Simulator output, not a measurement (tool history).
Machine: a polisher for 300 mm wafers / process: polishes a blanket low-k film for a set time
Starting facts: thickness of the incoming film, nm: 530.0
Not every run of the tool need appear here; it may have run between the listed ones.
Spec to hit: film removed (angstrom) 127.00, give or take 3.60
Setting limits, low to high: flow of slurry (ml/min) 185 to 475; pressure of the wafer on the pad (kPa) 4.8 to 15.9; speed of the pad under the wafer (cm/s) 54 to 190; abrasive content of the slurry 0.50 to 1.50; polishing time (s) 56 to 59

run	day	flow of slurry (ml/min)	pressure of the wafer on the pad (kPa)	speed of the pad under the wafer (cm/s)	abrasive content of the slurry	polishing time (s)	film removed (angstrom)
1	0.000	305	10.3	122	1.00	56	200.80
2	0.196	305	9.0	122	1.00	56	175.10
3	0.321	305	9.0	122	1.00	56	177.17
4	0.362	305	8.3	122	1.00	56	165.47
# day 0.679: conditioning disc replaced and pad reconditioned
5	0.679	245	8.3	122	1.00	56	185.69
6	0.812	245	8.3	144	1.00	56	204.90
7	1.050	290	7.6	144	1.00	56	193.19
8	1.233	320	6.9	140	1.00	56	175.94
9	1.588	335	6.2	136	1.00	56	154.27
10	1.950	355	6.2	136	1.00	56	157.14
11	2.133	285	4.8	128	1.00	56	115.81
12	2.433	285	5.5	128	1.00	56	131.68

Of the 4 settings listed for the next run, only one would bring every result within its allowed miss of target. Which one?
A	2.733	220	6.2	120	0.95	58	?
B	2.733	305	5.5	132	1.00	57	?
C	2.733	280	5.5	136	0.90	58	?
D	2.733	185	5.5	126	0.95	59	?

move	film removed (angstrom)
A	136.90
B	136.41
C	133.62
D	125.16
A: moves away from the targets compared with the last run
B: moves away from the targets compared with the last run
C: moves away from the targets compared with the last run
D: in spec on every target
The move that meets every target is D.
